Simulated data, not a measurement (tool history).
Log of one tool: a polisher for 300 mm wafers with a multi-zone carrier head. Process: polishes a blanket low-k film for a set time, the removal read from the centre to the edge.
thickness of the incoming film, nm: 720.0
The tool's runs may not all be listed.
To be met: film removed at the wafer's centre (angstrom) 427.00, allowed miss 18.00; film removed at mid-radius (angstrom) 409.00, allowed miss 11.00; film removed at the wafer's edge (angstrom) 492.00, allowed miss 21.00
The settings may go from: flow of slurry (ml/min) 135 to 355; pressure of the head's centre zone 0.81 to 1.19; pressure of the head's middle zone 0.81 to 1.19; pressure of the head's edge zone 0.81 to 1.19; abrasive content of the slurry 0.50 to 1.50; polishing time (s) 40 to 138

run,hour,flow of slurry (ml/min),pressure of the head's centre zone,pressure of the head's middle zone,pressure of the head's edge zone,abrasive content of the slurry,polishing time (s),film removed at the wafer's centre (angstrom),film removed at mid-radius (angstrom),film removed at the wafer's edge (angstrom)
1,0.0,225,1.00,1.00,1.00,1.00,88,393.06,397.09,392.55
2,7.8,225,1.00,1.00,1.00,1.00,66,295.96,298.16,302.04
3,13.8,225,1.00,1.00,1.00,1.00,50,225.27,222.42,225.23
4,16.1,225,1.00,1.00,0.93,1.00,50,226.53,223.29,214.62
5,20.8,205,1.00,1.00,0.93,1.00,50,226.56,220.55,218.78
6,24.8,205,1.00,0.97,0.93,1.00,50,222.66,211.41,223.67
7,33.5,225,0.97,0.95,1.03,1.25,75,366.09,360.83,392.26
8,37.4,230,0.97,0.94,1.06,1.30,75,378.46,366.33,407.17

Which of these 5 next moves meets every target?
A,41.3,220,0.88,0.81,0.99,1.50,89,?,?,?
B,41.3,230,1.13,0.89,0.96,1.30,71,?,?,?
C,41.3,310,1.19,0.92,1.02,1.30,65,?,?,?
D,41.3,240,0.96,1.11,0.99,1.20,72,?,?,?
E,41.3,265,1.09,1.19,0.82,1.20,72,?,?,?

move,film removed at the wafer's centre (angstrom),film removed at mid-radius (angstrom),film removed at the wafer's edge (angstrom)
A,422.38,407.29,483.81
B,411.19,332.13,359.33
C,412.26,323.52,347.63
D,343.49,393.39,356.64
E,395.95,422.69,329.78
A: meets every target
B: further off than the last run
C: further off than the last run
D: further off than the last run
E: further off than the last run
Answer: A
